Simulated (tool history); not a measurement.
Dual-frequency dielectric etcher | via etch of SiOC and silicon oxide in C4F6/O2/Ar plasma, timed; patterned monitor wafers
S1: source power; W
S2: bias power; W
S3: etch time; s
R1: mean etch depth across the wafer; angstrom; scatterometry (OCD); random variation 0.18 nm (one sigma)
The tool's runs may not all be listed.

run 1 hour=0 | S1=270 S2=146 S3=43 | R1=379.21
run 2 hour=2.9 | S1=230 S2=146 S3=43 | R1=365.15
run 3 hour=9.2 | S1=220 S2=137 S3=42.5 | R1=349.22
run 4 hour=11.9 | S1=250 S2=137 S3=42.5 | R1=362.03
run 5 hour=14.8 | S1=230 S2=131 S3=42.5 | R1=354.13
run 6 hour=16.5 | S1=220 S2=125 S3=42 | R1=343.48
run 7 hour=19.3 | S1=210 S2=121 S3=42 | R1=337.55

The next listed run, before its measurement:
run 8 hour=28.3 | S1=200 S2=118 S3=42 | R1=?

R1: 330.88 angstrom

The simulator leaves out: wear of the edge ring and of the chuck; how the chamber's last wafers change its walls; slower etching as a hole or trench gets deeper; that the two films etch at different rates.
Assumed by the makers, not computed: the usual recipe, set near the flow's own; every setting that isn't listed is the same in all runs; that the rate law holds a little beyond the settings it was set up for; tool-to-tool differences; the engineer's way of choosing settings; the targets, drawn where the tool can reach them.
